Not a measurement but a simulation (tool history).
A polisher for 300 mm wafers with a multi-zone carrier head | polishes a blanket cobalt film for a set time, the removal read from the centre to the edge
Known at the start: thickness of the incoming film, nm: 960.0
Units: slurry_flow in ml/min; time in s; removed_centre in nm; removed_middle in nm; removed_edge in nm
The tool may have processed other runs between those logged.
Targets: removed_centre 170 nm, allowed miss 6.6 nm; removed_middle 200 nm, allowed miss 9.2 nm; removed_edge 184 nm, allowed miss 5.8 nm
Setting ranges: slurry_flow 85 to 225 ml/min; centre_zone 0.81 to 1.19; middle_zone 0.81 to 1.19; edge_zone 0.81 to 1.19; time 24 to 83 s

{"run": 1, "hour": 0.0, "slurry_flow": 145, "centre_zone": 1, "middle_zone": 1, "edge_zone": 1, "time": 53, "removed_centre": 208.37, "removed_middle": 217.98, "removed_edge": 206.33}
{"run": 2, "hour": 1.5, "slurry_flow": 145, "centre_zone": 1, "middle_zone": 1, "edge_zone": 1.09, "time": 53, "removed_centre": 210.9, "removed_middle": 209.47, "removed_edge": 216.7}
{"run": 3, "hour": 3.7, "slurry_flow": 160, "centre_zone": 1, "middle_zone": 1, "edge_zone": 1.09, "time": 53, "removed_centre": 217.95, "removed_middle": 214.38, "removed_edge": 220.85}
{"run": 4, "hour": 11.3, "slurry_flow": 145, "centre_zone": 1, "middle_zone": 1, "edge_zone": 1.09, "time": 53, "removed_centre": 207.39, "removed_middle": 219.91, "removed_edge": 217.25}
{"run": 5, "hour": 13.0, "slurry_flow": 145, "centre_zone": 1.07, "middle_zone": 1, "edge_zone": 1.09, "time": 53, "removed_centre": 225.49, "removed_middle": 216.24, "removed_edge": 218.3}
{"run": 6, "hour": 20.2, "slurry_flow": 140, "centre_zone": 1.05, "middle_zone": 1, "edge_zone": 1.08, "time": 53, "removed_centre": 218.86, "removed_middle": 212, "removed_edge": 216.06}
{"run": 7, "hour": 28.7, "slurry_flow": 135, "centre_zone": 1.03, "middle_zone": 1, "edge_zone": 1.06, "time": 53, "removed_centre": 212.56, "removed_middle": 212.54, "removed_edge": 213.49}
{"run": 8, "hour": 36.1, "slurry_flow": 130, "centre_zone": 1.01, "middle_zone": 1, "edge_zone": 1.04, "time": 53, "removed_centre": 209.23, "removed_middle": 211.56, "removed_edge": 212.49}
{"run": 9, "hour": 41.4, "slurry_flow": 130, "centre_zone": 0.99, "middle_zone": 1, "edge_zone": 1.02, "time": 52, "removed_centre": 199.97, "removed_middle": 205.07, "removed_edge": 205.81}
{"run": 10, "hour": 44.2, "slurry_flow": 130, "centre_zone": 0.98, "middle_zone": 1.01, "edge_zone": 1, "time": 52, "removed_centre": 197.8, "removed_middle": 206.69, "removed_edge": 200.95}
{"run": 11, "hour": 45.6, "slurry_flow": 125, "centre_zone": 0.97, "middle_zone": 1.02, "edge_zone": 0.99, "time": 52, "removed_centre": 192.14, "removed_middle": 206.92, "removed_edge": 195.79}
{"run": 12, "hour": 47.4, "slurry_flow": 120, "centre_zone": 0.96, "middle_zone": 1.02, "edge_zone": 0.99, "time": 52, "removed_centre": 186.57, "removed_middle": 200.87, "removed_edge": 200.36}
{"run": 13, "hour": 53.7, "slurry_flow": 120, "centre_zone": 0.96, "middle_zone": 1.03, "edge_zone": 0.98, "time": 52, "removed_centre": 183.77, "removed_middle": 204.79, "removed_edge": 193.52}

Which one of the following 5 next-run settings gets every result inside its allowed miss? There is exactly one.
{"run": "A", "hour": 60.0, "slurry_flow": 180, "centre_zone": 0.92, "middle_zone": 1.08, "edge_zone": 1.04, "time": 44, "removed_centre": "?", "removed_middle": "?", "removed_edge": "?"}
{"run": "B", "hour": 60.0, "slurry_flow": 90, "centre_zone": 0.83, "middle_zone": 1.01, "edge_zone": 0.99, "time": 57, "removed_centre": "?", "removed_middle": "?", "removed_edge": "?"}
{"run": "C", "hour": 60.0, "slurry_flow": 150, "centre_zone": 1.08, "middle_zone": 1.04, "edge_zone": 0.93, "time": 46, "removed_centre": "?", "removed_middle": "?", "removed_edge": "?"}
{"run": "D", "hour": 60.0, "slurry_flow": 180, "centre_zone": 0.91, "middle_zone": 1.15, "edge_zone": 0.93, "time": 44, "removed_centre": "?", "removed_middle": "?", "removed_edge": "?"}
{"run": "E", "hour": 60.0, "slurry_flow": 110, "centre_zone": 0.92, "middle_zone": 1.01, "edge_zone": 1, "time": 52, "removed_centre": "?", "removed_middle": "?", "removed_edge": "?"}

move=A removed_centre=168.71 removed_middle=195.96 removed_edge=185.1
move=B removed_centre=160.26 removed_middle=200.53 removed_edge=206.9
move=C removed_centre=199.41 removed_middle=191.6 removed_edge=179.02
move=D removed_centre=166.94 removed_middle=206.85 removed_edge=175.28
move=E removed_centre=175.51 removed_middle=195.69 removed_edge=198.46
A: meets every target
B: pushes the last run's worst result past its target
C: misses by more than the last run did
D: the furthest-off result lands on target, but another misses its tolerance
E: the furthest-off result lands on target, but another misses its tolerance
The move that meets every target is A.
